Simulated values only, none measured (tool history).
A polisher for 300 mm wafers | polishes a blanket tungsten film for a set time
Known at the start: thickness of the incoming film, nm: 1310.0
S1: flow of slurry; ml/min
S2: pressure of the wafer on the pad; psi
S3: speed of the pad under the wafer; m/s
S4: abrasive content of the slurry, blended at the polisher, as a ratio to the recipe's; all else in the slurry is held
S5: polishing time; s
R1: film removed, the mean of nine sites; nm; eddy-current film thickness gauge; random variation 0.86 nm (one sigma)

run  hour   S1   S2    S3   S4  S5      R1
  1     0  230  3.5  0.84    1  51  167.23
  2   8.6  230  3.5  0.84  0.8  51  157.85
  3   9.5  230  3.5  0.84  0.7  51  154.81
  4  18.2  205  3.5  0.84  0.7  51  148.69
  5  24.4  195  3.4  0.84  0.7  51   145.8
  6  28.9  190  3.3  0.84  0.7  51  142.82
     30.6  -- head pressure recalibrated
  7  30.6  190  3.2  0.84  0.7  51  144.34

Forecast run 8:
  8    35  190  3.1  0.84  0.7  51   ?

R1: 142.17 nm
